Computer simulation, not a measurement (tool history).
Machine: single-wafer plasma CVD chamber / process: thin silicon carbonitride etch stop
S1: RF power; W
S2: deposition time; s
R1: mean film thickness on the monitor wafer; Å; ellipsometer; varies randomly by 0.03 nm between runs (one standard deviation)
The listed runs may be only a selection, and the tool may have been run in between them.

{"run": 1, "hour": 0.0, "S1": 200, "S2": 26.1, "R1": 144.95}
{"run": 2, "hour": 1.1, "S1": 200, "S2": 29.2, "R1": 162.43}
{"run": 3, "hour": 8.4, "S1": 190, "S2": 29.2, "R1": 158.66}
{"run": 4, "hour": 16.8, "S1": 180, "S2": 29.2, "R1": 154.31}
{"run": 5, "hour": 22.9, "S1": 165, "S2": 27.3, "R1": 139.48}
{"run": 6, "hour": 25.5, "S1": 190, "S2": 27.3, "R1": 147.47}
{"run": 7, "hour": 31.9, "S1": 175, "S2": 25.9, "R1": 135.13}
{"run": 8, "hour": 35.7, "S1": 165, "S2": 25.0, "R1": 127.21}
{"run": 9, "hour": 38.9, "S1": 155, "S2": 24.5, "R1": 120.76}
{"run": 10, "hour": 41.1, "S1": 150, "S2": 24.3, "R1": 118.16}

The next listed run, before its measurement:
{"run": 11, "hour": 44.3, "S1": 145, "S2": 24.1, "R1": "?"}

Run 11 yielded R1 115.82 Å.
